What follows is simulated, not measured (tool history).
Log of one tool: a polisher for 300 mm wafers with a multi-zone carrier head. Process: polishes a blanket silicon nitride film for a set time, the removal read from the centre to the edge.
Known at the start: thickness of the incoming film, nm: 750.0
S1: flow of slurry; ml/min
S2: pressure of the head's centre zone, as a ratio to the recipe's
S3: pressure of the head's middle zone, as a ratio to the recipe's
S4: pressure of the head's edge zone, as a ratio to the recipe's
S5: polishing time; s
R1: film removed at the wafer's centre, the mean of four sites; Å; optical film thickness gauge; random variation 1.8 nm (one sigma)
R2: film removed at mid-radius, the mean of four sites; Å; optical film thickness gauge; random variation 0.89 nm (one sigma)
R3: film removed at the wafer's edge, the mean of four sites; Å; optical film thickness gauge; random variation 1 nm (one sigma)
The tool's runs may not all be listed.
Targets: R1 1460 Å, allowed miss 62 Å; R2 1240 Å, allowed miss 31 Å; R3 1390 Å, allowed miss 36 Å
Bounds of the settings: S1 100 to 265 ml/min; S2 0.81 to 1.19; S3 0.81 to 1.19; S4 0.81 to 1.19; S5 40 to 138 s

| run | hour | S1 | S2 | S3 | S4 | S5 | R1 | R2 | R3 |
|---|---|---|---|---|---|---|---|---|---|
| 1 | 0 | 170 | 1 | 1 | 1 | 88 | 1869.3 | 2033.5 | 2071.7 |
| 2 | 0.5 | 200 | 1 | 1 | 1 | 88 | 1939.9 | 2082.7 | 2120.4 |
| 3 | 8.4 | 160 | 1 | 1 | 1 | 88 | 1874.5 | 2033.9 | 2051.9 |
| 4 | 12 | 160 | 1 | 1 | 1.07 | 88 | 1857.6 | 1984.5 | 2109.2 |
| 5 | 13.2 | 160 | 1.05 | 1 | 1.07 | 88 | 1938.2 | 2029.3 | 2144.9 |
| 6 | 17.6 | 155 | 1.08 | 0.95 | 1.03 | 79 | 1808.5 | 1752.5 | 1846.6 |
| 7 | 19.4 | 150 | 1.08 | 0.91 | 1.02 | 74 | 1669.9 | 1564.1 | 1732.7 |
| 8 | 27.2 | 145 | 1.09 | 0.89 | 0.99 | 71 | 1625.8 | 1476.8 | 1634.2 |
| 9 | 35.1 | 140 | 1.09 | 0.87 | 0.96 | 69 | 1525.1 | 1399.5 | 1559.6 |
| 10 | 43.4 | 115 | 1.19 | 0.81 | 0.86 | 66 | 1571.6 | 1243 | 1393.9 |
| 11 | 46.3 | 110 | 1.17 | 0.81 | 0.86 | 66 | 1493.6 | 1219 | 1389.5 |

4 next moves are on the table. One of them brings every result within its allowed miss. Which?
| A | 49.2 | 100 | 1.13 | 0.84 | 0.89 | 67 | ? | ? | ? |
| B | 49.2 | 100 | 1.17 | 0.81 | 0.96 | 64 | ? | ? | ? |
| C | 49.2 | 200 | 1.19 | 0.81 | 0.98 | 60 | ? | ? | ? |
| D | 49.2 | 190 | 1.18 | 0.81 | 0.82 | 63 | ? | ? | ? |

| move | R1 | R2 | R3 |
|---|---|---|---|
| A | 1465 | 1260.6 | 1397.5 |
| B | 1449 | 1174.5 | 1384.8 |
| C | 1567.4 | 1231 | 1420.5 |
| D | 1619.7 | 1284.3 | 1364.3 |
A: meets every target
B: further off than the last run
C: brings the result that was furthest off to its target, and leaves another outside
D: takes the result that was furthest off past its target
The right move is A.

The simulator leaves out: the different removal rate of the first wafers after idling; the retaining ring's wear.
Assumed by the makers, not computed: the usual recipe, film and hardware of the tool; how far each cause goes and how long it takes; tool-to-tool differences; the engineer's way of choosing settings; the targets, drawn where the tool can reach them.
